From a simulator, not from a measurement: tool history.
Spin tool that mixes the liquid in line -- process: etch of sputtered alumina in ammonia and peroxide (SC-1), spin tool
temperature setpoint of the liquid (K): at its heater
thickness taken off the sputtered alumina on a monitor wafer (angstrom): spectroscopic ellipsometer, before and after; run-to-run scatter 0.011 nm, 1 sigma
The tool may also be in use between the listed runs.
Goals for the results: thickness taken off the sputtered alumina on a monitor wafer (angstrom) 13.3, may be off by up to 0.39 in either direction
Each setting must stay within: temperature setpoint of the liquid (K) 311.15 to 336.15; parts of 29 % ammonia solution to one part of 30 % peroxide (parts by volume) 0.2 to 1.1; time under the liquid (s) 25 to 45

run  hour  temperature setpoint of the liquid (K)  parts of 29 % ammonia solution to one part of 30 % peroxide (parts by volume)  time under the liquid (s)  thickness taken off the sputtered alumina on a monitor wafer (angstrom)
  1     0                                  320.15                                                                            0.6                         45                                                                   22.721
  2   7.6                                  320.15                                                                            0.5                         45                                                                   21.983
  3  12.3                                  320.15                                                                            0.7                         45                                                                    22.98
  4  14.3                                  320.15                                                                            0.7                         45                                                                   22.758
     20.5  -- new drum of ammonia solution connected
  5  20.5                                  319.15                                                                            0.7                         45                                                                   21.497
  6  29.4                                  322.65                                                                            0.7                         45                                                                   26.409
  7  34.5                                  321.15                                                                            0.7                         45                                                                   24.096
  8  40.5                                  320.15                                                                            0.7                         45                                                                   23.008
  9  44.3                                  319.15                                                                            0.7                         45                                                                   21.672
 10  52.5                                  318.15                                                                            0.7                         45                                                                   20.424
 11  60.7                                  317.15                                                                            0.7                         45                                                                   19.265

5 candidate next runs follow, results not yet known. Just one meets every target within its allowed miss. Identify it.
  A  68.9                                  311.65                                                                            0.7                         45                                                                        ?
  B  68.9                                  316.15                                                                            0.7                         35                                                                        ?
  C  68.9                                  315.15                                                                           0.65                         35                                                                        ?
  D  68.9                                  320.15                                                                           0.55                         25                                                                        ?
  E  68.9                                  326.15                                                                            0.7                         45                                                                        ?

move  thickness taken off the sputtered alumina on a monitor wafer (angstrom)
   A                                                                   13.953
   B                                                                   14.133
   C                                                                   13.243
   D                                                                    12.39
   E                                                                   31.741
A: closer than the last run, but not yet in spec
B: closer than the last run, but not yet in spec
C: in spec on every target
D: pushes the last run's worst result past its target
E: further off than the last run
Answer: C
